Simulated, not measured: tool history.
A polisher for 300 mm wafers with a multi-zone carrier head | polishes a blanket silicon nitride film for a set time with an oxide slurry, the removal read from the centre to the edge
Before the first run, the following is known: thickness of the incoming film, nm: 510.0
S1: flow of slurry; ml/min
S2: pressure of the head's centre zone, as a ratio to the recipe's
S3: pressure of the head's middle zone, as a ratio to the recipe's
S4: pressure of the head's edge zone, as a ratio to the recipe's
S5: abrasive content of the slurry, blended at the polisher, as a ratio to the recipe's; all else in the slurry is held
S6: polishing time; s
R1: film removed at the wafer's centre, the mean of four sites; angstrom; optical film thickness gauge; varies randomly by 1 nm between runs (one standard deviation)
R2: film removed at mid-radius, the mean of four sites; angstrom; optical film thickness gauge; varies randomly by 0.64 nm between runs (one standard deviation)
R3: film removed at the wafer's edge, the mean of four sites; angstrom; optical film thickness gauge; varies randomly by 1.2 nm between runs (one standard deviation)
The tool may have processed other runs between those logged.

run    day   S1    S2    S3    S4    S5  S6      R1      R2      R3
  1  0.000  220  1.00  1.00  1.00  1.00  85  779.92  808.91  805.94
  2  0.288  225  0.99  0.99  1.03  1.05  85  795.45  823.87  832.61
  3  0.433  225  0.97  0.98  1.06  1.10  85  780.00  823.82  844.82
  4  0.592  225  0.97  1.02  1.06  1.10  85  769.09  856.56  844.86
  5  0.762  225  0.97  1.02  1.06  1.10  97  907.88  993.45  987.07
  6  1.054  215  0.96  1.00  1.08  1.10  97  870.47  940.12  975.87
  7  1.267  205  0.95  0.99  1.09  1.10  97  848.12  939.46  990.82
  8  1.454  200  0.95  0.98  1.09  1.10  97  874.11  931.20  988.87

What does the tool deliver on the next run?
  9  1.538  195  0.94  0.97  1.10  1.10  97   ?   ?   ?

{"run 9": {"R1": 859.05, "R2": 910.95, "R3": 974.41}}
